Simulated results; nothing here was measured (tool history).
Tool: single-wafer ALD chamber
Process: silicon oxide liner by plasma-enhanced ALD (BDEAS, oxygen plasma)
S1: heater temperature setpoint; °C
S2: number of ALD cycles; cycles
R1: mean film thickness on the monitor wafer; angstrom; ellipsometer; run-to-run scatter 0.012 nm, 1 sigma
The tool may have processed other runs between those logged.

Run 1, hour 0: S1 310 °C, S2 36 cycles. Result: R1 33.775 angstrom.
Run 2, hour 5.2: S1 304 °C, S2 36 cycles. Result: R1 34.018 angstrom.
Run 3, hour 8.2: S1 304 °C, S2 37 cycles. Result: R1 35.124 angstrom.
Run 4, hour 16.9: S1 304 °C, S2 32 cycles. Result: R1 30.32 angstrom.
Run 5, hour 18.8: S1 298 °C, S2 32 cycles. Result: R1 30.673 angstrom.
Run 6, hour 26.3: S1 305 °C, S2 32 cycles. Result: R1 30.332 angstrom.
Run 7, hour 32.1: S1 304 °C, S2 35 cycles. Result: R1 33.017 angstrom.
Run 8, hour 40.7: S1 304 °C, S2 37 cycles. Result: R1 35.024 angstrom.

Run 9, settings as shown, results not yet in. Your forecast:
Run 9, hour 48.9: S1 304 °C, S2 38 cycles. Result: R1 ?.

Logged for run 9: R1 35.972 angstrom.
